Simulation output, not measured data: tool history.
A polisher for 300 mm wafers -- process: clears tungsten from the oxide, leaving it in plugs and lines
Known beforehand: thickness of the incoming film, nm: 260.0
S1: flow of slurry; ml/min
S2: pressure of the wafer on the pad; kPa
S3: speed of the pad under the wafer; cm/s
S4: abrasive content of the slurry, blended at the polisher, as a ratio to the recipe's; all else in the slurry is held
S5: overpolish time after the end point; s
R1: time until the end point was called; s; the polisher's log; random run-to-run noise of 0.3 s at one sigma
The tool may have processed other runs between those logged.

run	hour	S1	S2	S3	S4	S5	R1
1	0.0	135	28.3	122	1.0	20	45.781
2	7.4	140	30.3	122	1.0	20	42.618
3	8.2	140	30.3	152	1.0	20	36.068
4	14.2	140	31.7	152	1.0	20	34.088
5	21.4	140	34.5	152	1.0	20	31.736
6	23.8	115	34.5	152	1.0	20	33.109
7	29.7	120	35.2	152	1.0	20	32.892
8	34.6	130	35.9	152	1.0	20	31.518

Expected results for the next run?
9	42.8	135	36.5	152	1.0	20	?

R1: 31.330 s

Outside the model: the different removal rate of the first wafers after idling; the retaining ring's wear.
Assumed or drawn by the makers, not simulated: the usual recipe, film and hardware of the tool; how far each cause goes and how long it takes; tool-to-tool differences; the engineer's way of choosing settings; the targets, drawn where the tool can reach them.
